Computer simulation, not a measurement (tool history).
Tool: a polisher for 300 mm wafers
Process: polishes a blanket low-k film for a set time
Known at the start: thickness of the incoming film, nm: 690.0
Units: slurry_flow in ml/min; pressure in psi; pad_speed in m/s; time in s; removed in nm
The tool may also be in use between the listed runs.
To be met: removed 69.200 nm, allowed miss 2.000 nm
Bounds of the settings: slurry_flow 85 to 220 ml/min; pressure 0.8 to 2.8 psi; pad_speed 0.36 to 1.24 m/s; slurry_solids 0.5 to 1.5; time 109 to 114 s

run	hour	slurry_flow	pressure	pad_speed	slurry_solids	time	removed
1	0.0	140	1.8	0.80	1.0	109	35.070
2	7.2	150	2.1	0.82	1.0	109	41.711
3	9.5	150	2.1	0.82	1.0	109	42.432
4	12.4	160	2.3	0.84	1.0	109	48.224
5	17.2	165	2.5	0.86	1.0	109	53.153
6	18.9	170	2.6	0.90	1.0	109	55.857
7	21.5	170	2.7	0.96	1.0	109	62.471
8	28.5	170	2.7	0.98	1.0	109	62.438
9	29.7	175	2.7	1.00	1.0	109	65.422
10	36.6	180	2.7	1.00	1.0	109	64.626

Which of these 4 next moves meets every target?
A	43.5	170	2.8	1.08	0.9	112	?
B	43.5	175	2.6	1.08	0.9	113	?
C	43.5	180	2.8	1.10	1.0	112	?
D	43.5	170	2.4	1.12	1.0	114	?

move	removed
A	68.323
B	64.334
C	74.242
D	65.467
A: meets every target
B: further off than the last run
C: takes the result that was furthest off past its target
D: nearer than the last run, and not there yet
The right move is A.

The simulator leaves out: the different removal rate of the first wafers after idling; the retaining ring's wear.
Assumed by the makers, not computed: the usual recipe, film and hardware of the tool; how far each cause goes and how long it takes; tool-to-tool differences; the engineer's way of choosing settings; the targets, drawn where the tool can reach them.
